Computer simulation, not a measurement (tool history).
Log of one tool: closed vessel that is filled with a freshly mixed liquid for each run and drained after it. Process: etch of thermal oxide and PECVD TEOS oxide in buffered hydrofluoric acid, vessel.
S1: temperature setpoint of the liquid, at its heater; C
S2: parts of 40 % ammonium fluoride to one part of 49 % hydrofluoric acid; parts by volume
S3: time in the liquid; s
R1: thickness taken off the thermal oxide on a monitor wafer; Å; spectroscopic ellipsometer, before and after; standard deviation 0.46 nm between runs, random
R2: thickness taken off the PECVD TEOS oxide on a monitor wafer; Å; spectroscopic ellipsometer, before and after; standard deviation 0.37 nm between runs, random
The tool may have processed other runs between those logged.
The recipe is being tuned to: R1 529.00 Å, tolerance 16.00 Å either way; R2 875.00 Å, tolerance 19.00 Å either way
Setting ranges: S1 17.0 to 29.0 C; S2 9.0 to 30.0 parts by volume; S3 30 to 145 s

Run 1, hour 0.0: S1 21.0 C, S2 24.0 parts by volume, S3 75 s. Result: R1 304.32 Å, R2 498.25 Å.
Run 2, hour 6.1: S1 22.0 C, S2 23.5 parts by volume, S3 75 s. Result: R1 318.01 Å, R2 541.60 Å.
Run 3, hour 11.6: S1 22.0 C, S2 23.5 parts by volume, S3 55 s. Result: R1 241.32 Å, R2 392.26 Å.
Run 4, hour 15.7: S1 23.0 C, S2 21.5 parts by volume, S3 55 s. Result: R1 268.18 Å, R2 445.20 Å.
Run 5, hour 20.7: S1 23.5 C, S2 19.5 parts by volume, S3 55 s. Result: R1 295.64 Å, R2 485.26 Å.
Run 6, hour 26.9: S1 23.5 C, S2 19.5 parts by volume, S3 85 s. Result: R1 451.40 Å, R2 753.47 Å.
Run 7, hour 30.5: S1 24.0 C, S2 19.5 parts by volume, S3 85 s. Result: R1 469.17 Å, R2 765.93 Å.
Run 8, hour 33.9: S1 24.5 C, S2 19.5 parts by volume, S3 85 s. Result: R1 481.59 Å, R2 799.26 Å.
Run 9, hour 34.9: S1 25.5 C, S2 19.5 parts by volume, S3 85 s. Result: R1 511.68 Å, R2 838.16 Å.
At hour 40.4: hydrofluoric acid flow meter replaced.
Run 10, hour 40.4: S1 26.0 C, S2 19.5 parts by volume, S3 85 s. Result: R1 571.61 Å, R2 927.85 Å.
Run 11, hour 49.5: S1 25.5 C, S2 19.0 parts by volume, S3 85 s. Result: R1 561.20 Å, R2 935.06 Å.
Run 12, hour 57.4: S1 25.0 C, S2 19.0 parts by volume, S3 85 s. Result: R1 546.93 Å, R2 900.88 Å.

Exercise: of the 4 proposed moves below, exactly one satisfies all targets within the stated allowed misses. Which move is it?
Run A, hour 65.3: S1 27.0 C, S2 18.5 parts by volume, S3 75 s. Result: R1 ?, R2 ?.
Run B, hour 65.3: S1 29.0 C, S2 20.5 parts by volume, S3 75 s. Result: R1 ?, R2 ?.
Run C, hour 65.3: S1 24.5 C, S2 18.0 parts by volume, S3 85 s. Result: R1 ?, R2 ?.
Run D, hour 65.3: S1 26.5 C, S2 24.0 parts by volume, S3 90 s. Result: R1 ?, R2 ?.

move      R1      R2
   A  551.30  908.76
   B  558.59  920.78
   C  560.70  924.25
   D  526.26  867.48
A: moves away from the targets compared with the last run
B: moves away from the targets compared with the last run
C: moves away from the targets compared with the last run
D: hits every target within its allowed miss
Move D is the one to make.
